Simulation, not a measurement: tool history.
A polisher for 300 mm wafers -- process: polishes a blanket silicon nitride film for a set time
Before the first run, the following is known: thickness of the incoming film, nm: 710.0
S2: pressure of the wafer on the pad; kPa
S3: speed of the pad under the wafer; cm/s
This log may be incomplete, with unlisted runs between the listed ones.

{"run": 1, "hour": 0.0, "flow of slurry (ml/min)": 320, "S2": 26.2, "S3": 106, "polishing time (s)": 43, "film removed (nm)": 88.637}
{"run": 2, "hour": 2.9, "flow of slurry (ml/min)": 320, "S2": 26.2, "S3": 84, "polishing time (s)": 43, "film removed (nm)": 75.036}
{"run": 3, "hour": 6.3, "flow of slurry (ml/min)": 320, "S2": 26.2, "S3": 84, "polishing time (s)": 39, "film removed (nm)": 68.98}
{"run": 4, "hour": 7.0, "flow of slurry (ml/min)": 320, "S2": 26.2, "S3": 70, "polishing time (s)": 39, "film removed (nm)": 58.213}
{"run": 5, "hour": 11.8, "flow of slurry (ml/min)": 320, "S2": 29.0, "S3": 78, "polishing time (s)": 39, "film removed (nm)": 70.748}
{"run": 6, "hour": 16.7, "flow of slurry (ml/min)": 320, "S2": 29.0, "S3": 64, "polishing time (s)": 39, "film removed (nm)": 59.957}

Expected results for the next run?
{"run": 7, "hour": 20.2, "flow of slurry (ml/min)": 320, "S2": 31.0, "S3": 74, "polishing time (s)": 39, "film removed (nm)": "?"}

film removed (nm): 72.314
